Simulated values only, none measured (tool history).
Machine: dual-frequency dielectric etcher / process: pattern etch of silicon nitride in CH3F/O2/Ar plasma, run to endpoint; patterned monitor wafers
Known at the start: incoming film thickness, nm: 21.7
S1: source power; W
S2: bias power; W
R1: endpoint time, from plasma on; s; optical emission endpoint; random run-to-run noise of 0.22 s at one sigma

Run 1, hour 0.0: S1 430 W, S2 82 W. Result: R1 29.359 s.
Run 2, hour 6.1: S1 430 W, S2 73 W. Result: R1 30.846 s.
Run 3, hour 10.6: S1 370 W, S2 73 W. Result: R1 32.614 s.
Run 4, hour 19.0: S1 370 W, S2 86 W. Result: R1 30.180 s.
Run 5, hour 27.1: S1 350 W, S2 84 W. Result: R1 31.108 s.
Run 6, hour 28.6: S1 340 W, S2 83 W. Result: R1 31.593 s.
Run 7, hour 30.2: S1 330 W, S2 82 W. Result: R1 31.678 s.
Run 8, hour 35.2: S1 320 W, S2 80 W. Result: R1 32.616 s.

Run 9 comes next. What will it give?
Run 9, hour 42.9: S1 310 W, S2 79 W. Result: R1 ?.

R1: 33.662 s
